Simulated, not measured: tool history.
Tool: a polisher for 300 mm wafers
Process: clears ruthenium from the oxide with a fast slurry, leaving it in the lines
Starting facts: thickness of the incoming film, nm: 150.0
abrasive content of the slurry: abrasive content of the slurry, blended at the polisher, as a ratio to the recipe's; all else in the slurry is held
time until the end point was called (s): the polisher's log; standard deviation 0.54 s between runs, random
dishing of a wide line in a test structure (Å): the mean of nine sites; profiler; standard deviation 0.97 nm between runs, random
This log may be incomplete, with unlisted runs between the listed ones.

| run | day | flow of slurry (ml/min) | pressure of the wafer on the pad (kPa) | speed of the pad under the wafer (m/s) | abrasive content of the slurry | overpolish time after the end point (s) | time until the end point was called (s) | dishing of a wide line in a test structure (Å) |
|---|---|---|---|---|---|---|---|---|
| 1 | 0 | 165 | 15.2 | 1.28 | 1 | 25 | 34.415 | 667.81 |
| 2 | 0.325 | 165 | 15.2 | 1.28 | 1 | 22 | 34.875 | 603.86 |
| 3 | 0.421 | 165 | 15.2 | 1.28 | 1.2 | 22 | 32.371 | 645.47 |
| 4 | 0.6 | 165 | 15.2 | 1.28 | 1.1 | 22 | 33.918 | 635.48 |
| 5 | 0.942 | 165 | 16.5 | 1.28 | 1.1 | 22 | 30.385 | 683.19 |
| 6 | 0.992 | 165 | 16.5 | 1.28 | 1.1 | 20 | 31.245 | 608.15 |

Expected results for the next run?
| 7 | 1.212 | 165 | 16.5 | 1.28 | 1.1 | 19 | ? | ? |

time until the end point was called (s): 31.382
dishing of a wide line in a test structure (Å): 614.36

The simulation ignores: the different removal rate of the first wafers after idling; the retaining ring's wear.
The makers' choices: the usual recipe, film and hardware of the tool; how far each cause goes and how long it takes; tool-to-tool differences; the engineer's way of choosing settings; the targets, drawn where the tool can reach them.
